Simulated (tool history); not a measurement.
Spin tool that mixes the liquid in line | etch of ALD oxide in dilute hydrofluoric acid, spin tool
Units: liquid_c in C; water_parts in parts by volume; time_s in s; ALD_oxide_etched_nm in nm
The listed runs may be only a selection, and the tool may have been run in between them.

run,hour,liquid_c,water_parts,time_s,ALD_oxide_etched_nm
1,0.0,21.0,265,145,12.605
2,5.6,24.5,265,145,14.252
3,8.1,25.5,250,145,15.816
4,14.9,25.5,250,145,15.985
5,21.7,26.5,240,145,17.360
6,25.3,26.5,240,145,17.217

What does the tool deliver on the next run?
7,30.1,29.0,215,145,?

{"run 7": {"ALD_oxide_etched_nm": 21.871}}

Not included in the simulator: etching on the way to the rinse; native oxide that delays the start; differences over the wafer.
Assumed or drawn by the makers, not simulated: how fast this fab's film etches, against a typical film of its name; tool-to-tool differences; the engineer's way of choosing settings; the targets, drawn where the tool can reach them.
